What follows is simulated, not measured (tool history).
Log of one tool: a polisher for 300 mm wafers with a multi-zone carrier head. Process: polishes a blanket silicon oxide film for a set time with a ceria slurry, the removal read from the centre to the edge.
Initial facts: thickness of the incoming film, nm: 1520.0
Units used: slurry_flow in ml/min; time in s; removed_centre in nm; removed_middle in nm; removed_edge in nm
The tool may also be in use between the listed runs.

| run | hour | slurry_flow | centre_zone | middle_zone | edge_zone | time | removed_centre | removed_middle | removed_edge |
|---|---|---|---|---|---|---|---|---|---|
| 1 | 0 | 130 | 1 | 1 | 1 | 80 | 554.28 | 561.31 | 589.81 |
| 2 | 8 | 130 | 1 | 1 | 1 | 62 | 435.59 | 442.75 | 449.81 |
| 3 | 10.9 | 130 | 1 | 1 | 0.94 | 62 | 430.28 | 438.63 | 439.06 |
| 4 | 17.6 | 130 | 1 | 1 | 0.94 | 45 | 312.42 | 314.08 | 319.97 |
| 5 | 21.4 | 130 | 1 | 0.92 | 0.94 | 45 | 317.18 | 290.59 | 320.21 |
| 6 | 24.1 | 135 | 0.98 | 0.93 | 0.99 | 48 | 329.47 | 327.22 | 354.64 |
| 7 | 27 | 140 | 0.98 | 0.92 | 1.03 | 49 | 350.03 | 325.56 | 366.93 |

For run 8, what comes out?
| 8 | 29 | 145 | 0.96 | 0.93 | 1.06 | 50 | ? | ? | ? |

removed_centre: 356.27 nm
removed_middle: 344.48 nm
removed_edge: 385.7 nm
